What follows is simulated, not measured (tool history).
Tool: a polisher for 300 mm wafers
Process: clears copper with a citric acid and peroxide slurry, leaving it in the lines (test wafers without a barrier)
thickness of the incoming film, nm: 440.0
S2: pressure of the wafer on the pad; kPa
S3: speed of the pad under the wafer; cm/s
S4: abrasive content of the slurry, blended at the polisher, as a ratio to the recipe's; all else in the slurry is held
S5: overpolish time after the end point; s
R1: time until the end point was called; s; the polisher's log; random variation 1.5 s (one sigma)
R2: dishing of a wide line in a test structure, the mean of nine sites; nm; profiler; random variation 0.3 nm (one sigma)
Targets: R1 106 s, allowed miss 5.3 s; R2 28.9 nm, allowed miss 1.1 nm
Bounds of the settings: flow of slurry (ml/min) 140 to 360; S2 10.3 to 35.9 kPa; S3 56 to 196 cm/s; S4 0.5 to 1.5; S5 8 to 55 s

Run 1, day 0: flow of slurry (ml/min) 230, S2 22.8 kPa, S3 126 cm/s, S4 1, S5 28 s. Result: R1 147.02 s, R2 52.837 nm.
Run 2, day 0.167: flow of slurry (ml/min) 255, S2 22.8 kPa, S3 126 cm/s, S4 1, S5 28 s. Result: R1 137.87 s, R2 52.835 nm.
Run 3, day 0.492: flow of slurry (ml/min) 270, S2 22.1 kPa, S3 128 cm/s, S4 1, S5 25 s. Result: R1 138.97 s, R2 47.719 nm.
Run 4, day 0.612: flow of slurry (ml/min) 280, S2 21.4 kPa, S3 132 cm/s, S4 1, S5 23 s. Result: R1 140.18 s, R2 45.772 nm.
Run 5, day 0.642: flow of slurry (ml/min) 290, S2 22.1 kPa, S3 128 cm/s, S4 1.05, S5 21 s. Result: R1 137.48 s, R2 42.171 nm.
Run 6, day 1: flow of slurry (ml/min) 300, S2 22.8 kPa, S3 126 cm/s, S4 1.1, S5 19 s. Result: R1 132.54 s, R2 40.109 nm.
Run 7, day 1.038: flow of slurry (ml/min) 310, S2 23.4 kPa, S3 124 cm/s, S4 1.15, S5 18 s. Result: R1 131.56 s, R2 39.364 nm.
Run 8, day 1.242: flow of slurry (ml/min) 310, S2 23.4 kPa, S3 124 cm/s, S4 1.15, S5 18 s. Result: R1 126.92 s, R2 39.347 nm.
Run 9, day 1.467: flow of slurry (ml/min) 310, S2 19.3 kPa, S3 156 cm/s, S4 1.15, S5 8 s. Result: R1 125.01 s, R2 20.183 nm.
Run 10, day 1.779: flow of slurry (ml/min) 310, S2 20 kPa, S3 154 cm/s, S4 1.15, S5 8 s. Result: R1 121.05 s, R2 21.005 nm.
Run 11, day 1.838: flow of slurry (ml/min) 300, S2 24.1 kPa, S3 150 cm/s, S4 1.15, S5 18 s. Result: R1 105.64 s, R2 47.054 nm.
Run 12, day 2.2: flow of slurry (ml/min) 290, S2 24.1 kPa, S3 152 cm/s, S4 1.15, S5 17 s. Result: R1 106.67 s, R2 44.604 nm.
Run 13, day 2.275: flow of slurry (ml/min) 225, S2 20.7 kPa, S3 188 cm/s, S4 0.9, S5 8 s. Result: R1 109.3 s, R2 22.633 nm.
Run 14, day 2.458: flow of slurry (ml/min) 290, S2 20.7 kPa, S3 178 cm/s, S4 1, S5 9 s. Result: R1 104.91 s, R2 25.835 nm.
Run 15, day 2.833: flow of slurry (ml/min) 295, S2 20.7 kPa, S3 178 cm/s, S4 1, S5 9 s. Result: R1 109.22 s, R2 26.241 nm.
Run 16, day 3.183: flow of slurry (ml/min) 300, S2 20.7 kPa, S3 178 cm/s, S4 1, S5 9 s. Result: R1 106.3 s, R2 25.961 nm.
Run 17, day 3.342: flow of slurry (ml/min) 305, S2 20.7 kPa, S3 178 cm/s, S4 1, S5 9 s. Result: R1 106.21 s, R2 25.849 nm.
Run 18, day 3.4: flow of slurry (ml/min) 305, S2 20.7 kPa, S3 178 cm/s, S4 1, S5 9 s. Result: R1 108.77 s, R2 25.848 nm.
Run 19, day 3.65: flow of slurry (ml/min) 310, S2 20.7 kPa, S3 178 cm/s, S4 1, S5 9 s. Result: R1 107.94 s, R2 25.791 nm.
Run 20, day 3.767: flow of slurry (ml/min) 315, S2 21.4 kPa, S3 176 cm/s, S4 1, S5 9 s. Result: R1 104.61 s, R2 26.226 nm.

5 next moves are on the table. One of them brings every result within its allowed miss. Which?
Run A, day 3.883: flow of slurry (ml/min) 345, S2 22.8 kPa, S3 158 cm/s, S4 1.1, S5 10 s. Result: R1 ?, R2 ?.
Run B, day 3.883: flow of slurry (ml/min) 325, S2 20 kPa, S3 186 cm/s, S4 1.05, S5 11 s. Result: R1 ?, R2 ?.
Run C, day 3.883: flow of slurry (ml/min) 340, S2 20.7 kPa, S3 178 cm/s, S4 0.95, S5 8 s. Result: R1 ?, R2 ?.
Run D, day 3.883: flow of slurry (ml/min) 280, S2 24.8 kPa, S3 154 cm/s, S4 1, S5 8 s. Result: R1 ?, R2 ?.
Run E, day 3.883: flow of slurry (ml/min) 315, S2 23.4 kPa, S3 180 cm/s, S4 0.9, S5 9 s. Result: R1 ?, R2 ?.

move      R1      R2
   A  107.15  28.978
   B  105.47  31.695
   C  108.32  23.578
   D  105.56   24.23
   E  96.776   28.91
A: meets every target
B: takes the result that was furthest off past its target
C: further off than the last run
D: further off than the last run
E: brings the result that was furthest off to its target, and leaves another outside
Move A is the one to make.
